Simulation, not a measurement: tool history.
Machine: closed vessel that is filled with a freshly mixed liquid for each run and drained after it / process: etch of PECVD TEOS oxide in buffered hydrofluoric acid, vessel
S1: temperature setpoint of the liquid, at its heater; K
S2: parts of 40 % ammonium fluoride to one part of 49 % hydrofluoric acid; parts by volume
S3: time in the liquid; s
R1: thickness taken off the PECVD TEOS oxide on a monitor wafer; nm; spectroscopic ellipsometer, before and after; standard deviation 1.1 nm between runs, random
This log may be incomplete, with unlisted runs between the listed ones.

run    day      S1    S2  S3      R1
  1      0  296.15  19.5  85  96.772
  2    0.1  293.65  19.5  85  84.993
  3  0.125  293.65  19.5  90  89.047
  4    0.2  296.65  19.5  90  106.84
  5  0.221  298.65    19  90  122.15
  6  0.496  300.15    19  90  129.88

The next listed run, before its measurement:
  7  0.633  300.15  19  90   ?

R1: 131.53 nm
